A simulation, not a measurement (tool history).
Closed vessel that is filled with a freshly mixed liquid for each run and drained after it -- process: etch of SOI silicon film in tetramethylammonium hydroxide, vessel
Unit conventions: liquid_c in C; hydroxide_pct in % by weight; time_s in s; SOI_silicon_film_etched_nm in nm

Run 1, hour 0: liquid_c 64 C, hydroxide_pct 10 % by weight, time_s 30 s. Result: SOI_silicon_film_etched_nm 136.51 nm.
Run 2, hour 0.6: liquid_c 64 C, hydroxide_pct 9 % by weight, time_s 30 s. Result: SOI_silicon_film_etched_nm 142.79 nm.
Run 3, hour 8.4: liquid_c 64.5 C, hydroxide_pct 9 % by weight, time_s 30 s. Result: SOI_silicon_film_etched_nm 148.04 nm.
Run 4, hour 10.3: liquid_c 59.5 C, hydroxide_pct 9 % by weight, time_s 30 s. Result: SOI_silicon_film_etched_nm 105.83 nm.
Run 5, hour 13.2: liquid_c 59.5 C, hydroxide_pct 11 % by weight, time_s 30 s. Result: SOI_silicon_film_etched_nm 99.16 nm.
Run 6, hour 14.3: liquid_c 59.5 C, hydroxide_pct 11 % by weight, time_s 30 s. Result: SOI_silicon_film_etched_nm 100.98 nm.
Run 7, hour 22.2: liquid_c 60.5 C, hydroxide_pct 11 % by weight, time_s 30 s. Result: SOI_silicon_film_etched_nm 105.78 nm.

Expected results for the next run?
Run 8, hour 23.7: liquid_c 61.5 C, hydroxide_pct 11 % by weight, time_s 30 s. Result: SOI_silicon_film_etched_nm ?.

SOI_silicon_film_etched_nm: 112.99 nm
